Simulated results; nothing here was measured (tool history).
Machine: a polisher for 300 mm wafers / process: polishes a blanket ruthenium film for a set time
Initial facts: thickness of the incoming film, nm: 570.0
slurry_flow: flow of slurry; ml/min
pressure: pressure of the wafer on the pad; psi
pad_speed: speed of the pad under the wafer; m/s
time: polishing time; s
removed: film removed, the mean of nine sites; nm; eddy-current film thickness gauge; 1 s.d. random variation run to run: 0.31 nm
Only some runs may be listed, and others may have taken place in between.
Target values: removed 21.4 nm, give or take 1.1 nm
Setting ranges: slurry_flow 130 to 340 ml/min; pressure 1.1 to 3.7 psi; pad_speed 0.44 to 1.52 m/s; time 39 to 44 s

run,hour,slurry_flow,pressure,pad_speed,time,removed
1,0,220,2.4,0.98,44,50.279
2,3.4,195,2.4,0.98,44,49.978
3,11.5,195,2.4,1.2,44,59.319
4,13.6,195,2.8,1.2,44,70.864
5,22.2,195,2.8,1.38,44,79.469
6,25.6,190,2.3,1.16,42,52.941
7,32.8,185,1.9,1.02,41,38.745
8,38.4,185,1.7,0.94,40,30.784
9,47.3,185,1.1,0.88,40,19.198

Pick the move, out of 5, that brings all results within their allowed miss; only one does.
A,56.2,140,1.1,1.04,40,?
B,56.2,170,1.1,0.82,42,?
C,56.2,230,1.1,0.78,39,?
D,56.2,165,1.1,0.86,39,?
E,56.2,215,1.2,0.68,40,?

move,removed
A,21.745
B,18.865
C,17.475
D,18.242
E,16.899
A: all results in spec
B: moves away from the targets compared with the last run
C: moves away from the targets compared with the last run
D: moves away from the targets compared with the last run
E: moves away from the targets compared with the last run
Move A is the one to make.
